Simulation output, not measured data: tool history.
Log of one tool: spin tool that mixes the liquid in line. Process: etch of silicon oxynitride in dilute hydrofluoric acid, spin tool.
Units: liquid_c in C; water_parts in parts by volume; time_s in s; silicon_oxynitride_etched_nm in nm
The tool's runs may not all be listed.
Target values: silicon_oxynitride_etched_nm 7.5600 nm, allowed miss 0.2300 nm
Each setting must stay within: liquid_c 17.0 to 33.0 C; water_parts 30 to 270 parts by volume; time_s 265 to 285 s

run,hour,liquid_c,water_parts,time_s,silicon_oxynitride_etched_nm
1,0.0,25.0,150,265,10.4600
2,2.5,25.0,150,265,10.4040
3,9.1,21.5,150,265,8.7406
4,16.3,21.5,150,285,9.4018
5,18.1,20.5,150,285,8.8826
6,21.3,20.0,150,285,8.8458
7,24.3,19.5,150,285,8.5722
8,26.3,19.0,150,285,8.3950
9,33.0,18.5,150,285,8.1509
10,33.8,18.5,150,285,8.1663
11,36.3,18.0,150,285,7.9290

Which one of the following 4 next-run settings gets every result inside its allowed miss? There is exactly one.
A,38.8,19.0,140,270,?
B,38.8,22.5,190,285,?
C,38.8,19.0,150,285,?
D,38.8,17.5,140,285,?

move,silicon_oxynitride_etched_nm
A,8.5232
B,7.5455
C,8.3411
D,8.3633
A: lands further from the targets than the last run did
B: all results land within tolerance of their targets
C: lands further from the targets than the last run did
D: lands further from the targets than the last run did
So the answer is move B, the one that meets all the targets.

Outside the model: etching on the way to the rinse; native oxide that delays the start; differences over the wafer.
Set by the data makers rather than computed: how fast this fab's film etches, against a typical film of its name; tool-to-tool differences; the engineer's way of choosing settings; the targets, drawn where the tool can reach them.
